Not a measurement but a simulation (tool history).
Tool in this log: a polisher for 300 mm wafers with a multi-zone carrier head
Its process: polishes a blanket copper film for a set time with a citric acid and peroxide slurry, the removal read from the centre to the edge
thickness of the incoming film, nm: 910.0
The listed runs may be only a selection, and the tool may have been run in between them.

| run | day | flow of slurry (ml/min) | pressure of the head's centre zone | pressure of the head's middle zone | pressure of the head's edge zone | abrasive content of the slurry | polishing time (s) | film removed at the wafer's centre (Å) | film removed at mid-radius (Å) | film removed at the wafer's edge (Å) |
|---|---|---|---|---|---|---|---|---|---|---|
| 1 | 0.000 | 150 | 1.00 | 1.00 | 1.00 | 1.00 | 43 | 1158.50 | 1130.30 | 1141.40 |
| 2 | 0.242 | 150 | 1.00 | 1.00 | 1.00 | 1.00 | 38 | 1055.70 | 1017.50 | 1011.40 |
| 3 | 0.342 | 150 | 1.02 | 0.97 | 1.03 | 1.10 | 41 | 1167.30 | 1086.50 | 1138.80 |
| 4 | 0.433 | 155 | 1.04 | 0.95 | 1.05 | 1.20 | 43 | 1298.70 | 1162.90 | 1240.60 |
| 5 | 0.567 | 155 | 1.04 | 0.95 | 1.05 | 1.20 | 35 | 1054.10 | 943.83 | 1046.20 |
| 6 | 0.933 | 125 | 1.04 | 0.95 | 1.05 | 1.20 | 35 | 980.44 | 915.24 | 970.61 |

What will run 7 give?
| 7 | 1.038 | 145 | 1.05 | 0.95 | 1.08 | 1.25 | 37 | ? | ? | ? |

film removed at the wafer's centre (Å): 1083.10
film removed at mid-radius (Å): 997.35
film removed at the wafer's edge (Å): 1090.40
